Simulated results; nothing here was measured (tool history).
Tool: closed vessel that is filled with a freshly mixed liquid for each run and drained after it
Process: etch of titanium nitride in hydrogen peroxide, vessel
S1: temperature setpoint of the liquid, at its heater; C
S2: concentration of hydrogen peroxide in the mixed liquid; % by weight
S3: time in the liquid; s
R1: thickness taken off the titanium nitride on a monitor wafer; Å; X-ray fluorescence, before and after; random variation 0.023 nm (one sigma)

| run | hour | S1 | S2 | S3 | R1 |
|---|---|---|---|---|---|
| 1 | 0 | 50 | 17 | 215 | 50.705 |
| 2 | 8.4 | 43.5 | 17 | 215 | 31.479 |
| 3 | 11.3 | 47 | 17 | 215 | 40.523 |
| 4 | 16.9 | 49.5 | 17 | 215 | 49.271 |
| 5 | 23 | 49.5 | 19.5 | 215 | 50.173 |
| 6 | 31.2 | 44 | 19.5 | 215 | 33.66 |
| 7 | 38.6 | 47 | 19.5 | 215 | 42.032 |

Forecast run 8:
| 8 | 40.5 | 55 | 19.5 | 215 | ? |

{"run 8": {"R1": 74.242}}
